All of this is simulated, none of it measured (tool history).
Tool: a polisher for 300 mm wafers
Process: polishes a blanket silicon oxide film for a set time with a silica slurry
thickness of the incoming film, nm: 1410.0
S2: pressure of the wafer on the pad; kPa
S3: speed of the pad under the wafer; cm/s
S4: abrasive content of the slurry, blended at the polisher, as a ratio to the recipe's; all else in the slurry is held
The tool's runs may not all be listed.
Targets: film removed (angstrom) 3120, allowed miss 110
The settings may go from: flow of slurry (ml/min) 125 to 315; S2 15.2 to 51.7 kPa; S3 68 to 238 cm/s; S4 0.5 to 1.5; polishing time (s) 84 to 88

Run 1, day 0: flow of slurry (ml/min) 205, S2 33.1 kPa, S3 152 cm/s, S4 1, polishing time (s) 84. Result: film removed (angstrom) 4566.9.
Run 2, day 0.062: flow of slurry (ml/min) 205, S2 31.7 kPa, S3 152 cm/s, S4 1, polishing time (s) 84. Result: film removed (angstrom) 4385.
Run 3, day 0.3: flow of slurry (ml/min) 205, S2 30.3 kPa, S3 152 cm/s, S4 1, polishing time (s) 84. Result: film removed (angstrom) 4333.6.
Run 4, day 0.5: flow of slurry (ml/min) 205, S2 30.3 kPa, S3 152 cm/s, S4 1, polishing time (s) 84. Result: film removed (angstrom) 4225.8.
Run 5, day 0.629: flow of slurry (ml/min) 205, S2 30.3 kPa, S3 152 cm/s, S4 1.1, polishing time (s) 84. Result: film removed (angstrom) 4527.8.
Run 6, day 0.825: flow of slurry (ml/min) 205, S2 29 kPa, S3 152 cm/s, S4 1.1, polishing time (s) 84. Result: film removed (angstrom) 4373.7.
Run 7, day 1.162: flow of slurry (ml/min) 205, S2 27.6 kPa, S3 152 cm/s, S4 1.1, polishing time (s) 84. Result: film removed (angstrom) 4040.2.
Run 8, day 1.292: flow of slurry (ml/min) 205, S2 27.6 kPa, S3 152 cm/s, S4 1.1, polishing time (s) 84. Result: film removed (angstrom) 4110.7.
Run 9, day 1.467: flow of slurry (ml/min) 205, S2 26.9 kPa, S3 152 cm/s, S4 1.1, polishing time (s) 84. Result: film removed (angstrom) 3943.2.
Run 10, day 1.842: flow of slurry (ml/min) 205, S2 26.2 kPa, S3 152 cm/s, S4 1.1, polishing time (s) 84. Result: film removed (angstrom) 3977.9.
Run 11, day 1.883: flow of slurry (ml/min) 205, S2 25.5 kPa, S3 152 cm/s, S4 1.1, polishing time (s) 84. Result: film removed (angstrom) 3934.4.
Run 12, day 2.183: flow of slurry (ml/min) 205, S2 25.5 kPa, S3 152 cm/s, S4 1.1, polishing time (s) 84. Result: film removed (angstrom) 3841.5.
Run 13, day 2.417: flow of slurry (ml/min) 205, S2 24.8 kPa, S3 152 cm/s, S4 1.1, polishing time (s) 84. Result: film removed (angstrom) 3775.6.
Run 14, day 2.45: flow of slurry (ml/min) 205, S2 24.8 kPa, S3 152 cm/s, S4 1.1, polishing time (s) 84. Result: film removed (angstrom) 3700.3.
Run 15, day 2.817: flow of slurry (ml/min) 205, S2 24.1 kPa, S3 152 cm/s, S4 1.1, polishing time (s) 84. Result: film removed (angstrom) 3691.9.
Run 16, day 2.904: flow of slurry (ml/min) 205, S2 23.4 kPa, S3 152 cm/s, S4 1.1, polishing time (s) 84. Result: film removed (angstrom) 3532.3.

5 next moves are on the table. One of them brings every result within its allowed miss. Which?
Run A, day 2.992: flow of slurry (ml/min) 155, S2 24.1 kPa, S3 136 cm/s, S4 1.35, polishing time (s) 88. Result: film removed (angstrom) ?.
Run B, day 2.992: flow of slurry (ml/min) 240, S2 22.8 kPa, S3 134 cm/s, S4 1.1, polishing time (s) 84. Result: film removed (angstrom) ?.
Run C, day 2.992: flow of slurry (ml/min) 215, S2 23.4 kPa, S3 146 cm/s, S4 1.1, polishing time (s) 88. Result: film removed (angstrom) ?.
Run D, day 2.992: flow of slurry (ml/min) 190, S2 27.6 kPa, S3 140 cm/s, S4 1.05, polishing time (s) 84. Result: film removed (angstrom) ?.
Run E, day 2.992: flow of slurry (ml/min) 160, S2 26.2 kPa, S3 168 cm/s, S4 1.05, polishing time (s) 86. Result: film removed (angstrom) ?.

move  film removed (angstrom)
   A                   3799.3
   B                     3194
   C                   3645.1
   D                   3753.6
   E                   4165.6
A: further off than the last run
B: meets every target
C: further off than the last run
D: further off than the last run
E: further off than the last run
Move B is the one to make.
